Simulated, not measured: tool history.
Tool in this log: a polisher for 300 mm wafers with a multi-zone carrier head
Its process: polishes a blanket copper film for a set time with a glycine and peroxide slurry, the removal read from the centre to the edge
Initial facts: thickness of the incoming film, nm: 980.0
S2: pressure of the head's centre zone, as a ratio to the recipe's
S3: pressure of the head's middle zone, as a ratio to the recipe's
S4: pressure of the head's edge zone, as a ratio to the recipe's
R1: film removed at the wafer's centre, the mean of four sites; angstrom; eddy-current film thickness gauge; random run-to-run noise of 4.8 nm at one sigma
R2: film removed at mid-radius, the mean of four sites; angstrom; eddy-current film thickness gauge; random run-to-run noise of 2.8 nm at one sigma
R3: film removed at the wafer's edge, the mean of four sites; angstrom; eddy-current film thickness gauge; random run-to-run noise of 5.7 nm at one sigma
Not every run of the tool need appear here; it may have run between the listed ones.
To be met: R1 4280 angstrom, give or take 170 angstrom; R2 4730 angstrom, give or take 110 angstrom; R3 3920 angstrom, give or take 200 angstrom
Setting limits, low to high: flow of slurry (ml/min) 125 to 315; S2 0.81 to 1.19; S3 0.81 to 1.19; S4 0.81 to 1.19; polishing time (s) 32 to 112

run 1 day=0 | flow_of_slurry_(ml/min)=205 S2=1 S3=1 S4=1 polishing_time_(s)=72 | R1=3914.6 R2=3816.6 R3=3866.6
run 2 day=0.033 | flow_of_slurry_(ml/min)=215 S2=1.01 S3=1.03 S4=0.99 polishing_time_(s)=72 | R1=3968.8 R2=3909.7 R3=3835
run 3 day=0.246 | flow_of_slurry_(ml/min)=215 S2=1.01 S3=1.03 S4=0.99 polishing_time_(s)=83 | R1=4573.1 R2=4549.7 R3=4434.2
run 4 day=0.296 | flow_of_slurry_(ml/min)=255 S2=1.01 S3=1.03 S4=0.99 polishing_time_(s)=83 | R1=4768.8 R2=4646.8 R3=4412.6
run 5 day=0.658 | flow_of_slurry_(ml/min)=260 S2=1 S3=1.04 S4=0.96 polishing_time_(s)=82 | R1=4530.9 R2=4607.7 R3=4363.6
run 6 day=0.746 | flow_of_slurry_(ml/min)=270 S2=1.01 S3=1.06 S4=0.94 polishing_time_(s)=81 | R1=4569.4 R2=4681.8 R3=4339.2
run 7 day=0.988 | flow_of_slurry_(ml/min)=280 S2=1.02 S3=1.08 S4=0.92 polishing_time_(s)=79 | R1=4579.9 R2=4653.7 R3=4278.1
run 8 day=1.062 | flow_of_slurry_(ml/min)=285 S2=1.02 S3=1.1 S4=0.9 polishing_time_(s)=78 | R1=4606.4 R2=4638.5 R3=3991.5
run 9 day=1.196 | flow_of_slurry_(ml/min)=285 S2=1.01 S3=1.11 S4=0.9 polishing_time_(s)=78 | R1=4475.7 R2=4676.6 R3=4117.8

Below are 4 possible settings for the next run. Only one of them brings all results inside the allowed miss of their targets. Which is it?
run A day=1.329 | flow_of_slurry_(ml/min)=270 S2=1.06 S3=1.11 S4=0.87 polishing_time_(s)=80 | R1=? R2=? R3=?
run B day=1.329 | flow_of_slurry_(ml/min)=310 S2=0.98 S3=1.15 S4=0.86 polishing_time_(s)=75 | R1=? R2=? R3=?
run C day=1.329 | flow_of_slurry_(ml/min)=280 S2=1.07 S3=1.16 S4=0.81 polishing_time_(s)=77 | R1=? R2=? R3=?
run D day=1.329 | flow_of_slurry_(ml/min)=285 S2=1.05 S3=1.03 S4=0.92 polishing_time_(s)=79 | R1=? R2=? R3=?

move=A R1=4807.5 R2=4754.4 R3=4195
move=B R1=4228.9 R2=4660.2 R3=3951
move=C R1=4692.3 R2=4770.9 R3=3920.3
move=D R1=4728.6 R2=4429.2 R3=4272.3
A: its largest miss is bigger than the last run's
B: every result lands within tolerance
C: its largest miss is bigger than the last run's
D: its largest miss is bigger than the last run's
The move that meets every target is B.
